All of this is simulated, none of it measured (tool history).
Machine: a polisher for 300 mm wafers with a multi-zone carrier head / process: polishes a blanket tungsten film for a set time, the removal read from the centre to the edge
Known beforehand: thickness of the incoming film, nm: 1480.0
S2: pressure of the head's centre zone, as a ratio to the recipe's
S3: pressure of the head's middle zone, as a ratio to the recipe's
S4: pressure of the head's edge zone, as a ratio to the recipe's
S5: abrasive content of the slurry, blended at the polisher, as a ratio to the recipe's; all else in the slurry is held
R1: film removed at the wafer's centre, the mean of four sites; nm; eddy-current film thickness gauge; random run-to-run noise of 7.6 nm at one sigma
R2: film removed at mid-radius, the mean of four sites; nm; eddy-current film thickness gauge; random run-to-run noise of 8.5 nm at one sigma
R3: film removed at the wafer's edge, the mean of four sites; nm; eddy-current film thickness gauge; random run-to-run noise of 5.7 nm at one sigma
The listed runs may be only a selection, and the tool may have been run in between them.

Run 1, hour 0.0: flow of slurry (ml/min) 185, S2 1.00, S3 1.00, S4 1.00, S5 1.00, polishing time (s) 84. Result: R1 516.12 nm, R2 538.19 nm, R3 545.92 nm.
Run 2, hour 6.3: flow of slurry (ml/min) 185, S2 1.00, S3 1.00, S4 1.00, S5 1.10, polishing time (s) 84. Result: R1 525.97 nm, R2 559.25 nm, R3 556.23 nm.
Run 3, hour 12.2: flow of slurry (ml/min) 195, S2 1.01, S3 0.99, S4 1.04, S5 1.15, polishing time (s) 85. Result: R1 559.10 nm, R2 567.42 nm, R3 583.79 nm.
Run 4, hour 15.5: flow of slurry (ml/min) 195, S2 1.01, S3 0.99, S4 1.04, S5 0.95, polishing time (s) 85. Result: R1 521.52 nm, R2 543.21 nm, R3 560.54 nm.
Run 5, hour 18.1: flow of slurry (ml/min) 200, S2 1.01, S3 0.99, S4 1.07, S5 1.00, polishing time (s) 86. Result: R1 545.21 nm, R2 558.26 nm, R3 592.24 nm.
Run 6, hour 21.4: flow of slurry (ml/min) 210, S2 1.01, S3 1.00, S4 1.09, S5 1.00, polishing time (s) 86. Result: R1 544.90 nm, R2 573.51 nm, R3 587.78 nm.
Run 7, hour 23.4: flow of slurry (ml/min) 210, S2 1.01, S3 0.99, S4 1.11, S5 1.05, polishing time (s) 87. Result: R1 570.46 nm, R2 570.57 nm, R3 598.23 nm.
Run 8, hour 24.1: flow of slurry (ml/min) 230, S2 0.91, S3 0.99, S4 1.19, S5 1.20, polishing time (s) 92. Result: R1 547.15 nm, R2 628.31 nm, R3 699.10 nm.
Run 9, hour 27.1: flow of slurry (ml/min) 230, S2 0.93, S3 0.98, S4 1.18, S5 1.20, polishing time (s) 92. Result: R1 572.00 nm, R2 626.27 nm, R3 693.44 nm.

Predict the results of run 10:
Run 10, hour 34.2: flow of slurry (ml/min) 230, S2 0.94, S3 0.98, S4 1.17, S5 1.20, polishing time (s) 92. Result: R1 ?, R2 ?, R3 ?.

Logged for run 10: R1 578.59 nm, R2 628.01 nm, R3 689.83 nm.
